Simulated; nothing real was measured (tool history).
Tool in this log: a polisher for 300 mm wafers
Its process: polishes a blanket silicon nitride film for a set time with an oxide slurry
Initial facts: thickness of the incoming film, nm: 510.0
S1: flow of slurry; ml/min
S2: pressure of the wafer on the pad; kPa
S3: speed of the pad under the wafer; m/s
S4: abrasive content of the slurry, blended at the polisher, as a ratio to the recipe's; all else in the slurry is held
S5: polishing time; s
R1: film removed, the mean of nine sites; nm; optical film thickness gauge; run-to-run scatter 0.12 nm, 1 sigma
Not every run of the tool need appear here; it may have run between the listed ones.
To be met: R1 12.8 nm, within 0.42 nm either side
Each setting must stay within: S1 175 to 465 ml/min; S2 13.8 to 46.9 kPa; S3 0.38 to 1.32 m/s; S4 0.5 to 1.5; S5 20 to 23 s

| run | hour | S1 | S2 | S3 | S4 | S5 | R1 |
|---|---|---|---|---|---|---|---|
| 1 | 0 | 295 | 30.3 | 0.84 | 1 | 23 | 16.578 |
| 2 | 8.4 | 295 | 30.3 | 0.98 | 1 | 23 | 18.684 |
| 3 | 16.6 | 295 | 27.6 | 0.98 | 1 | 23 | 17.559 |
| 4 | 21.9 | 295 | 27.6 | 0.88 | 1 | 23 | 16.283 |
| 5 | 25 | 295 | 34.5 | 0.88 | 1 | 23 | 18.528 |
| 6 | 33.3 | 295 | 34.5 | 0.88 | 0.85 | 23 | 16.959 |
| 7 | 39.7 | 295 | 34.5 | 0.88 | 0.85 | 23 | 16.946 |
| 8 | 43.2 | 295 | 31.7 | 0.88 | 0.85 | 23 | 16.16 |
| 9 | 50 | 295 | 29 | 0.88 | 0.85 | 23 | 15.053 |
| 10 | 55.4 | 295 | 27.6 | 0.88 | 0.85 | 23 | 14.586 |
| 11 | 63.1 | 295 | 26.2 | 0.88 | 0.85 | 23 | 14.315 |
| 12 | 72.1 | 295 | 24.8 | 0.88 | 0.85 | 23 | 13.918 |
| 13 | 79.7 | 295 | 24.1 | 0.88 | 0.85 | 23 | 13.628 |
| 14 | 84.3 | 295 | 23.4 | 0.88 | 0.85 | 23 | 13.444 |

Pick the move, out of 5, that brings all results within their allowed miss; only one does.
| A | 88.9 | 300 | 24.1 | 0.94 | 0.8 | 23 | ? |
| B | 88.9 | 320 | 29 | 0.8 | 0.9 | 23 | ? |
| C | 88.9 | 335 | 27.6 | 0.74 | 0.95 | 20 | ? |
| D | 88.9 | 275 | 20 | 0.98 | 0.85 | 22 | ? |
| E | 88.9 | 265 | 23.4 | 0.9 | 0.8 | 21 | ? |

| move | R1 |
|---|---|
| A | 13.886 |
| B | 14.754 |
| C | 12.132 |
| D | 12.8 |
| E | 11.908 |
A: its largest miss is bigger than the last run's
B: its largest miss is bigger than the last run's
C: pushes the last run's worst result past its target
D: in spec on every target
E: pushes the last run's worst result past its target
Move D is the one to make.
